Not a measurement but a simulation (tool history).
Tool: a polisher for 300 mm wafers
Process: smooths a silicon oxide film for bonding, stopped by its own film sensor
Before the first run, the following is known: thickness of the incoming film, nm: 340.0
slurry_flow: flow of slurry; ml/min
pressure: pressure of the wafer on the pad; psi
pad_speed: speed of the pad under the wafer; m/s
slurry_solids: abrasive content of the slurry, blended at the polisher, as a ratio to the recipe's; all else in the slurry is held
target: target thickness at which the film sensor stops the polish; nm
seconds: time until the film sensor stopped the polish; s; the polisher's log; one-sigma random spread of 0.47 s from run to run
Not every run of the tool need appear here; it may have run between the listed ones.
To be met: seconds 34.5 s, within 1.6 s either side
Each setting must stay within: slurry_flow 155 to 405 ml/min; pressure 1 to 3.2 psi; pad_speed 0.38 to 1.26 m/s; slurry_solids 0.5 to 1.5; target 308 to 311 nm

| run | day | slurry_flow | pressure | pad_speed | slurry_solids | target | seconds |
|---|---|---|---|---|---|---|---|
| 1 | 0 | 260 | 2.1 | 0.82 | 1 | 308 | 59.373 |
| 2 | 0.321 | 260 | 2.1 | 0.9 | 1 | 308 | 55.125 |
| 3 | 0.608 | 260 | 2.5 | 0.9 | 1 | 308 | 48.217 |
| 4 | 0.892 | 260 | 2.5 | 0.9 | 1 | 308 | 47.825 |
| 5 | 1.054 | 260 | 2.5 | 0.9 | 0.85 | 308 | 48.854 |
| 6 | 1.425 | 285 | 2.5 | 0.9 | 0.85 | 308 | 49.011 |
| 7 | 1.454 | 285 | 2.7 | 0.92 | 0.85 | 308 | 45.751 |
| 8 | 1.538 | 285 | 2.8 | 0.96 | 0.85 | 308 | 41.683 |
| 9 | 1.588 | 285 | 2.9 | 0.98 | 0.85 | 308 | 39.324 |
| 10 | 1.675 | 285 | 3 | 0.98 | 0.85 | 308 | 37.689 |
| 11 | 1.908 | 285 | 3.1 | 1 | 0.85 | 308 | 36.557 |
| 12 | 2.208 | 285 | 3.1 | 1 | 0.85 | 308 | 36.425 |

4 candidate next runs follow, results not yet known. Just one meets every target within its allowed miss. Identify it.
| A | 2.508 | 330 | 3.2 | 0.78 | 0.8 | 311 | ? |
| B | 2.508 | 335 | 3.1 | 0.96 | 0.85 | 308 | ? |
| C | 2.508 | 170 | 3.1 | 1.12 | 0.85 | 309 | ? |
| D | 2.508 | 165 | 3.2 | 0.88 | 0.75 | 310 | ? |

| move | seconds |
|---|---|
| A | 39.16 |
| B | 36.97 |
| C | 34.178 |
| D | 40.691 |
A: misses by more than the last run did
B: misses by more than the last run did
C: in spec on every target
D: misses by more than the last run did
The right move is C.
